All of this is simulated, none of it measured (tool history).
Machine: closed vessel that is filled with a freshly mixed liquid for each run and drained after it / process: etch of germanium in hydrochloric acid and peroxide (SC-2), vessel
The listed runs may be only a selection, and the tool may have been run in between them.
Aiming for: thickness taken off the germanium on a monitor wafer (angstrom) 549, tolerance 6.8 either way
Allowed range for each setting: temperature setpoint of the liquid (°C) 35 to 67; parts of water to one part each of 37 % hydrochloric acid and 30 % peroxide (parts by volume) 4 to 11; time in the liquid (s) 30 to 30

| run | hour | temperature setpoint of the liquid (°C) | parts of water to one part each of 37 % hydrochloric acid and 30 % peroxide (parts by volume) | time in the liquid (s) | thickness taken off the germanium on a monitor wafer (angstrom) |
|---|---|---|---|---|---|
| 1 | 0 | 51 | 6 | 30 | 396.61 |
| 2 | 6.9 | 54 | 6 | 30 | 434.29 |
| 3 | 16 | 47 | 6 | 30 | 344.7 |
| 4 | 21.7 | 51 | 6 | 30 | 397.2 |
| 5 | 28.8 | 54 | 6 | 30 | 433.13 |
| 6 | 31.2 | 59.5 | 6 | 30 | 516.15 |
| 7 | 32.4 | 60 | 6 | 30 | 524.91 |
| 8 | 36.1 | 60.5 | 6 | 30 | 529.5 |
| 9 | 43.6 | 61 | 6 | 30 | 535.09 |

4 candidate next runs follow, results not yet known. Just one meets every target within its allowed miss. Identify it.
| A | 51.1 | 63 | 6.5 | 30 | ? |
| B | 51.1 | 61.5 | 5 | 30 | ? |
| C | 51.1 | 62.5 | 5 | 30 | ? |
| D | 51.1 | 62 | 5 | 30 | ? |

| move | thickness taken off the germanium on a monitor wafer (angstrom) |
|---|---|
| A | 568.52 |
| B | 550.47 |
| C | 567.1 |
| D | 558.74 |
A: moves the result that the last run missed by most past its target, out the other side
B: meets every target
C: moves the result that the last run missed by most past its target, out the other side
D: moves the result that the last run missed by most past its target, out the other side
The right move is B.
